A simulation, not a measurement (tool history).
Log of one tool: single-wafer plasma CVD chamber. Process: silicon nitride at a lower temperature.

run	hour	heater temperature setpoint (deg C)	chamber pressure (mTorr)	RF power (kW)	deposition time (s)	mean film thickness on the monitor wafer (angstrom)
1	0	345	1230	0.33	35.3	401.54
2	1	353	1230	0.33	35.3	399.59
3	8.3	342	1230	0.33	35.3	400
4	13	342	1320	0.345	35.4	428.76
5	14.2	342	1140	0.345	35.4	399.09
6	22.9	342	1140	0.345	36.4	409.49
7	23.8	342	1240	0.345	36.4	427.04

Run 8 is up next; what results do you expect?
8	32.1	342	1320	0.345	36.4	?

mean film thickness on the monitor wafer (angstrom): 437.9

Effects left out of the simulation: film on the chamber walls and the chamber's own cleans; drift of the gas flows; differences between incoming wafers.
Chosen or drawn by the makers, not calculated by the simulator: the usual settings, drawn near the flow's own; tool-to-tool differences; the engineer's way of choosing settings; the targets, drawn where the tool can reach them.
